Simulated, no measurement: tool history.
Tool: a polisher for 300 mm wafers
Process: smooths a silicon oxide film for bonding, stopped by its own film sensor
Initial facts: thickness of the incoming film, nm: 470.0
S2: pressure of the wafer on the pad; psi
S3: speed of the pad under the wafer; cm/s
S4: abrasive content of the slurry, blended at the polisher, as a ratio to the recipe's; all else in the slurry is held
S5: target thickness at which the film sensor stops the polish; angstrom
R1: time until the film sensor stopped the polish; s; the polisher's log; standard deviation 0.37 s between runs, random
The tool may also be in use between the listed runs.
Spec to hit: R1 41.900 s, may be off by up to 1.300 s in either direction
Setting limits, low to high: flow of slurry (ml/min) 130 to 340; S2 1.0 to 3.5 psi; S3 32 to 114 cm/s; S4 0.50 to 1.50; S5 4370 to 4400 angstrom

Run 1, hour 0.0: flow of slurry (ml/min) 220, S2 2.2 psi, S3 72 cm/s, S4 1.00, S5 4370 angstrom. Result: R1 53.922 s.
Run 2, hour 4.6: flow of slurry (ml/min) 225, S2 2.4 psi, S3 72 cm/s, S4 1.00, S5 4370 angstrom. Result: R1 49.528 s.
Run 3, hour 13.5: flow of slurry (ml/min) 225, S2 2.5 psi, S3 72 cm/s, S4 1.00, S5 4370 angstrom. Result: R1 48.364 s.
Run 4, hour 18.5: flow of slurry (ml/min) 225, S2 2.5 psi, S3 66 cm/s, S4 1.00, S5 4370 angstrom. Result: R1 51.184 s.
Run 5, hour 21.9: flow of slurry (ml/min) 225, S2 2.6 psi, S3 66 cm/s, S4 1.00, S5 4370 angstrom. Result: R1 49.156 s.
Run 6, hour 23.4: flow of slurry (ml/min) 225, S2 2.6 psi, S3 66 cm/s, S4 0.85, S5 4370 angstrom. Result: R1 53.857 s.
Run 7, hour 26.2: flow of slurry (ml/min) 225, S2 2.8 psi, S3 66 cm/s, S4 0.85, S5 4370 angstrom. Result: R1 50.219 s.
Run 8, hour 29.9: flow of slurry (ml/min) 230, S2 2.9 psi, S3 66 cm/s, S4 0.85, S5 4370 angstrom. Result: R1 48.415 s.

4 candidate next runs follow, results not yet known. Just one meets every target within its allowed miss. Identify it.
Run A, hour 33.6: flow of slurry (ml/min) 165, S2 2.8 psi, S3 64 cm/s, S4 1.00, S5 4390 angstrom. Result: R1 ?.
Run B, hour 33.6: flow of slurry (ml/min) 225, S2 3.4 psi, S3 86 cm/s, S4 0.50, S5 4390 angstrom. Result: R1 ?.
Run C, hour 33.6: flow of slurry (ml/min) 200, S2 3.2 psi, S3 66 cm/s, S4 0.85, S5 4390 angstrom. Result: R1 ?.
Run D, hour 33.6: flow of slurry (ml/min) 260, S2 3.4 psi, S3 50 cm/s, S4 1.00, S5 4380 angstrom. Result: R1 ?.

move      R1
   A  47.187
   B  46.057
   C  42.693
   D  45.961
A: moves toward the targets from the last run without getting all of them in spec
B: moves toward the targets from the last run without getting all of them in spec
C: all results land within tolerance of their targets
D: moves toward the targets from the last run without getting all of them in spec
The move that meets every target is C.
